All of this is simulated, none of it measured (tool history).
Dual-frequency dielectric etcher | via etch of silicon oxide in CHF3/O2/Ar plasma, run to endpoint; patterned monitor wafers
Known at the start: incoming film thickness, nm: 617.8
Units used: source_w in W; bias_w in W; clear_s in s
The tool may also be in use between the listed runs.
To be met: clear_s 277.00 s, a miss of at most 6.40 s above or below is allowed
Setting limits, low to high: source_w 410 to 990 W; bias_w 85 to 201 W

{"run": 1, "hour": 0.0, "source_w": 700, "bias_w": 143, "clear_s": 321.27}
{"run": 2, "hour": 7.7, "source_w": 790, "bias_w": 143, "clear_s": 304.96}
{"run": 3, "hour": 11.5, "source_w": 790, "bias_w": 132, "clear_s": 309.88}
{"run": 4, "hour": 16.9, "source_w": 810, "bias_w": 133, "clear_s": 304.0}
{"run": 5, "hour": 18.4, "source_w": 820, "bias_w": 134, "clear_s": 307.81}
{"run": 6, "hour": 20.7, "source_w": 840, "bias_w": 136, "clear_s": 304.58}
{"run": 7, "hour": 28.3, "source_w": 860, "bias_w": 139, "clear_s": 296.22}
{"run": 8, "hour": 34.7, "source_w": 870, "bias_w": 140, "clear_s": 294.95}

5 next moves are on the table. One of them brings every result within its allowed miss. Which?
{"run": "A", "hour": 41.1, "source_w": 970, "bias_w": 150, "clear_s": "?"}
{"run": "B", "hour": 41.1, "source_w": 810, "bias_w": 130, "clear_s": "?"}
{"run": "C", "hour": 41.1, "source_w": 990, "bias_w": 106, "clear_s": "?"}
{"run": "D", "hour": 41.1, "source_w": 990, "bias_w": 166, "clear_s": "?"}
{"run": "E", "hour": 41.1, "source_w": 990, "bias_w": 170, "clear_s": "?"}

move=A clear_s=276.26
move=B clear_s=306.90
move=C clear_s=301.23
move=D clear_s=266.29
move=E clear_s=264.42
A: all results land within tolerance of their targets
B: its largest miss is bigger than the last run's
C: its largest miss is bigger than the last run's
D: the result that was furthest off in the last run now lies on the other side of its target
E: the result that was furthest off in the last run now lies on the other side of its target
Go with A: it meets all targets.

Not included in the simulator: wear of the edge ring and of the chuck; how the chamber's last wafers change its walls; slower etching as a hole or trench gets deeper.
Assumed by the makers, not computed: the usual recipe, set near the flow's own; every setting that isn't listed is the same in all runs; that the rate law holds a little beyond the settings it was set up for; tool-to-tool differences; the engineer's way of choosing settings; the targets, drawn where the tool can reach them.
